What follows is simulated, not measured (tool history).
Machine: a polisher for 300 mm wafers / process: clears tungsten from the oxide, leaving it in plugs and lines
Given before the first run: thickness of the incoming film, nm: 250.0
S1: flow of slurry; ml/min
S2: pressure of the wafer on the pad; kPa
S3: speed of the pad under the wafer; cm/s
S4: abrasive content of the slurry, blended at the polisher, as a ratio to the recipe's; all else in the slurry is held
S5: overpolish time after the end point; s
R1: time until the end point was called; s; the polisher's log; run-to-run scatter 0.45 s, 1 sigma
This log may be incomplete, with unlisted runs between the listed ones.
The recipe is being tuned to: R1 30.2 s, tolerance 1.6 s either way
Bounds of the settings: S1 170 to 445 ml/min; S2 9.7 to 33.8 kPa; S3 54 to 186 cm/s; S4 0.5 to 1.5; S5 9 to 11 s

run,hour,S1,S2,S3,S4,S5,R1
1,0,285,21.4,118,1,11,67.425
2,1.6,285,26.9,118,1,11,53.268
3,7.8,285,29,128,1,11,46.318
4,12.3,225,29,128,1,11,47.766
5,15.9,230,30.3,138,1,11,41.668
6,16.9,235,31.7,146,1,11,37.826
7,23.9,240,32.4,152,1,11,34.751
8,27.4,240,33.1,156,1,11,34.264

Next run, 4 choices. One meets every target within its allowed miss, the rest don't. Which?
A,30.9,305,28.3,136,1.15,11,?
B,30.9,210,31.7,122,1.15,11,?
C,30.9,250,27.6,158,1.05,11,?
D,30.9,255,31.7,184,0.95,11,?

move,R1
A,42.887
B,44.455
C,39.381
D,30.037
A: moves away from the targets compared with the last run
B: moves away from the targets compared with the last run
C: moves away from the targets compared with the last run
D: in spec on every target
D is the move that brings every result within its allowed miss.
